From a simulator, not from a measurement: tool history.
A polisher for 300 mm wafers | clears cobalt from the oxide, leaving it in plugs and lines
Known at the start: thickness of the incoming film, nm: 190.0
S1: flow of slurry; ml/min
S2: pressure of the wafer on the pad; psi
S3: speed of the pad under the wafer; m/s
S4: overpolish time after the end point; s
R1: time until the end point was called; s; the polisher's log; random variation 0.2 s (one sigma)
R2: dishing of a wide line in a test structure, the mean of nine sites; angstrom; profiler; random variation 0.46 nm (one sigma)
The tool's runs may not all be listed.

run 1 day=0 | S1=220 S2=2.5 S3=0.88 S4=24 | R1=30.155 R2=207.51
run 2 day=0.029 | S1=220 S2=2.5 S3=0.88 S4=33 | R1=30.371 R2=217.39
run 3 day=0.062 | S1=220 S2=2.5 S3=0.88 S4=26 | R1=30.282 R2=211.99
run 4 day=0.112 | S1=220 S2=2.7 S3=0.88 S4=22 | R1=28.07 R2=207.65
run 5 day=0.462 | S1=220 S2=2.7 S3=0.76 S4=22 | R1=32.77 R2=215.17
run 6 day=0.525 | S1=215 S2=3 S3=0.78 S4=18 | R1=29.674 R2=208.27
run 7 day=0.642 | S1=225 S2=3.3 S3=0.78 S4=15 | R1=27.099 R2=215.5
run 8 day=0.796 | S1=200 S2=3.4 S3=0.82 S4=13 | R1=25.924 R2=209.08
run 9 day=1.012 | S1=185 S2=3.5 S3=0.84 S4=11 | R1=24.778 R2=213

Run 10 comes next. What will it give?
run 10 day=1.075 | S1=200 S2=3.5 S3=0.86 S4=10 | R1=? R2=?

Run 10 gave R1 24.414 s, R2 199.7 angstrom.
